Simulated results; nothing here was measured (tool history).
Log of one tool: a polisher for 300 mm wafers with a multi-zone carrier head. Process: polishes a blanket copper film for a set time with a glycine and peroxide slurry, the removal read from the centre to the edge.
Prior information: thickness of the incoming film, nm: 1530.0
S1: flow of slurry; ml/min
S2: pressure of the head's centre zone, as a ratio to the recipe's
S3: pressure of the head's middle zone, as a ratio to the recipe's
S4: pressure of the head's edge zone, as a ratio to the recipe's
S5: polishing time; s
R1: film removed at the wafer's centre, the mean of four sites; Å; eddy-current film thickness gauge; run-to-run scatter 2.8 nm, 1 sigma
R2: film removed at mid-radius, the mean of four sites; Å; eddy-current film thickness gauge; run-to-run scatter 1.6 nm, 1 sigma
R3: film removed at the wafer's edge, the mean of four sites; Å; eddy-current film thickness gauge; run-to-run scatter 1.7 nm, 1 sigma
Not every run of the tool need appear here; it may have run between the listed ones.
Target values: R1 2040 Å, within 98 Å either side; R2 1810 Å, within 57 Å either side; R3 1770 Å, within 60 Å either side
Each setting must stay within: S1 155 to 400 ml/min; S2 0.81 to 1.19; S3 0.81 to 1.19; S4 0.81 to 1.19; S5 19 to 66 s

run  hour   S1    S2    S3    S4  S5      R1      R2      R3
  1     0  255     1     1     1  42  1506.4    1360  1364.3
  2   1.4  255  0.92     1     1  42  1358.2  1362.8    1353
  3   6.9  255  0.96     1     1  42  1447.4  1350.2  1325.5
  4   8.4  255  0.96     1  1.08  42  1372.5  1371.6  1398.9
  5  16.8  255  0.96  0.94  1.08  42    1390  1281.6  1402.9
  6    24  265  1.02  0.99   1.1  45  1605.7  1427.2  1521.4
  7  26.8  270  1.05  1.03  1.11  47  1741.8  1550.7  1613.5
  8  33.2  280  1.08  1.06  1.12  48  1883.6  1625.4  1664.6
  9  41.8  290  1.09  1.09  1.13  49  1894.7  1679.8  1703.4
 10  42.9  290   1.1  1.11  1.13  50  1969.4    1752  1728.7

Pick the move, out of 4, that brings all results within their allowed miss; only one does.
  A    44  275   1.1  1.11  1.14  47   ?   ?   ?
  B    44  300  1.09   1.1   1.1  52   ?   ?   ?
  C    44  310  1.06  1.16  1.12  49   ?   ?   ?
  D    44  235  1.09  1.06  1.19  51   ?   ?   ?

move      R1      R2      R3
   A  1834.7  1671.8  1606.2
   B  2031.7    1855  1757.3
   C  1869.1  1820.3  1674.2
   D  1931.8  1724.6  1758.3
A: its largest miss is bigger than the last run's
B: each result inside its tolerance
C: corrects the largest miss of the last run, while another result sits out of spec
D: its largest miss is bigger than the last run's
B is the move that brings every result within its allowed miss.
